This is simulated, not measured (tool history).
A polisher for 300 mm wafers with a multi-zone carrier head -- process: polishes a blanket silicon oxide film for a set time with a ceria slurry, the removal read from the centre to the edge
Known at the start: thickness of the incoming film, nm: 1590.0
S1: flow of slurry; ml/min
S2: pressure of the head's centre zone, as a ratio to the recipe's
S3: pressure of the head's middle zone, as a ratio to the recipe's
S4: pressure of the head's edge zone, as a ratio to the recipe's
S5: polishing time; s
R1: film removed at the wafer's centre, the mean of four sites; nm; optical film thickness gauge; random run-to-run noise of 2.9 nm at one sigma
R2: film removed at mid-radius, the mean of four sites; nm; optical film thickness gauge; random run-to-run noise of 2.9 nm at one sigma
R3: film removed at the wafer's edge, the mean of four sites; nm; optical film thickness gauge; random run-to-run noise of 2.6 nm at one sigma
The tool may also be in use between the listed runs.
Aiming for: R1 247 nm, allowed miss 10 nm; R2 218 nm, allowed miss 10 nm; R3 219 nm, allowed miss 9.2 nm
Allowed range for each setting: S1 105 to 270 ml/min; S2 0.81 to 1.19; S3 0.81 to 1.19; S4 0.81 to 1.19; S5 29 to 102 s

{"run": 1, "hour": 0.0, "S1": 175, "S2": 1, "S3": 1, "S4": 1, "S5": 65, "R1": 342.32, "R2": 340.04, "R3": 339.82}
{"run": 2, "hour": 0.6, "S1": 175, "S2": 1, "S3": 0.96, "S4": 1, "S5": 65, "R1": 335.87, "R2": 326.52, "R3": 333.83}
{"run": 3, "hour": 9.5, "S1": 175, "S2": 0.97, "S3": 0.96, "S4": 1, "S5": 65, "R1": 323.42, "R2": 331.07, "R3": 335.95}
{"run": 4, "hour": 10.5, "S1": 175, "S2": 0.98, "S3": 0.95, "S4": 0.98, "S5": 63, "R1": 322.13, "R2": 312.32, "R3": 326.53}
{"run": 5, "hour": 18.0, "S1": 175, "S2": 0.99, "S3": 0.96, "S4": 0.97, "S5": 60, "R1": 308.46, "R2": 308.66, "R3": 314.31}
{"run": 6, "hour": 20.4, "S1": 175, "S2": 0.99, "S3": 0.96, "S4": 0.93, "S5": 60, "R1": 306.79, "R2": 313.71, "R3": 302.23}
{"run": 7, "hour": 28.5, "S1": 175, "S2": 1, "S3": 0.95, "S4": 0.92, "S5": 58, "R1": 298.25, "R2": 296.61, "R3": 291.94}
{"run": 8, "hour": 31.4, "S1": 175, "S2": 1.01, "S3": 0.94, "S4": 0.91, "S5": 56, "R1": 293.45, "R2": 277.18, "R3": 277.86}
{"run": 9, "hour": 34.4, "S1": 175, "S2": 1.01, "S3": 0.94, "S4": 0.9, "S5": 55, "R1": 294.05, "R2": 269.15, "R3": 273.35}
{"run": 10, "hour": 43.1, "S1": 160, "S2": 1.01, "S3": 0.94, "S4": 0.82, "S5": 41, "R1": 207.94, "R2": 194.88, "R3": 187.79}
{"run": 11, "hour": 51.1, "S1": 165, "S2": 1.01, "S3": 0.94, "S4": 0.83, "S5": 41, "R1": 210.95, "R2": 198.43, "R3": 197.28}
{"run": 12, "hour": 60.0, "S1": 170, "S2": 1.02, "S3": 0.94, "S4": 0.83, "S5": 41, "R1": 214.31, "R2": 201.82, "R3": 194.51}
{"run": 13, "hour": 68.2, "S1": 175, "S2": 1.02, "S3": 0.94, "S4": 0.84, "S5": 41, "R1": 217.37, "R2": 208.49, "R3": 196.97}
{"run": 14, "hour": 73.3, "S1": 175, "S2": 1.02, "S3": 0.93, "S4": 0.85, "S5": 41, "R1": 215.66, "R2": 198.17, "R3": 200.45}
{"run": 15, "hour": 79.4, "S1": 220, "S2": 1.08, "S3": 0.97, "S4": 0.9, "S5": 44, "R1": 256.41, "R2": 235.9, "R3": 221.23}
{"run": 16, "hour": 82.0, "S1": 215, "S2": 1.08, "S3": 0.97, "S4": 0.9, "S5": 44, "R1": 259.7, "R2": 231.31, "R3": 220.99}

Which one of the following 5 next-run settings gets every result inside its allowed miss? There is exactly one.
{"run": "A", "hour": 84.6, "S1": 190, "S2": 1.17, "S3": 0.95, "S4": 0.89, "S5": 45, "R1": "?", "R2": "?", "R3": "?"}
{"run": "B", "hour": 84.6, "S1": 185, "S2": 1.12, "S3": 0.95, "S4": 0.93, "S5": 45, "R1": "?", "R2": "?", "R3": "?"}
{"run": "C", "hour": 84.6, "S1": 205, "S2": 1.08, "S3": 0.93, "S4": 0.92, "S5": 43, "R1": "?", "R2": "?", "R3": "?"}
{"run": "D", "hour": 84.6, "S1": 245, "S2": 1.11, "S3": 1.04, "S4": 0.84, "S5": 42, "R1": "?", "R2": "?", "R3": "?"}
{"run": "E", "hour": 84.6, "S1": 245, "S2": 1.19, "S3": 0.87, "S4": 0.9, "S5": 41, "R1": "?", "R2": "?", "R3": "?"}

move=A R1=277.47 R2=232.81 R3=222.19
move=B R1=264.44 R2=231.82 R3=225.99
move=C R1=248.26 R2=221.26 R3=217.55
move=D R1=256.18 R2=243.28 R3=207.35
move=E R1=267.55 R2=204.42 R3=209.3
A: moves away from the targets compared with the last run
B: moves away from the targets compared with the last run
C: each result inside its tolerance
D: moves away from the targets compared with the last run
E: takes the biggest miss from the last run beyond its target
Answer: C
